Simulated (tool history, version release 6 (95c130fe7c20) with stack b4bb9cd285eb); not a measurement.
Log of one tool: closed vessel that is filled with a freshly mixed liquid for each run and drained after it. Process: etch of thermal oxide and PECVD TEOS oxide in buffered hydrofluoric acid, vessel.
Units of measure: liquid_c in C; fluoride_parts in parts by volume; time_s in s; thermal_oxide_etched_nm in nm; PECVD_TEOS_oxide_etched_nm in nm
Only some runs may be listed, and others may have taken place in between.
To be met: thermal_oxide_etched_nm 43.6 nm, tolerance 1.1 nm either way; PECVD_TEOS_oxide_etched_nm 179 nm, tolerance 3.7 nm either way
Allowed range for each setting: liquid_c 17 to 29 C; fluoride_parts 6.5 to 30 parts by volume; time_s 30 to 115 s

run  hour  liquid_c  fluoride_parts  time_s  thermal_oxide_etched_nm  PECVD_TEOS_oxide_etched_nm
  1     0        21            19.5      60                   26.708                      109.53
  2   5.1        21            19.5      40                    17.77                       72.12
  3   6.2        21              23      40                   15.739                       64.49
  4   7.9      22.5              20      40                   18.912                      77.379
  5  15.3        24              20      40                   20.608                      84.706
  6  19.9        24              20      55                   27.901                      116.39
  7  27.5        28            15.5      55                   45.103                      183.96
  8  28.9        28            15.5      55                   45.037                      185.49

Of the 4 settings listed for the next run, only one would bring every result within its allowed miss of target. Which one?
  A  30.3        28            22.5      70                        ?                           ?
  B  30.3        28              22      70                        ?                           ?
  C  30.3      26.5              17      60                        ?                           ?
  D  30.3      28.5            13.5      45                        ?                           ?

move  thermal_oxide_etched_nm  PECVD_TEOS_oxide_etched_nm
   A                   41.163                      169.22
   B                   41.802                      171.85
   C                     41.4                       170.2
   D                   43.358                      178.25
A: pushes the last run's worst result past its target
B: pushes the last run's worst result past its target
C: pushes the last run's worst result past its target
D: every result within its allowed miss
Correct choice: D, which meets every target
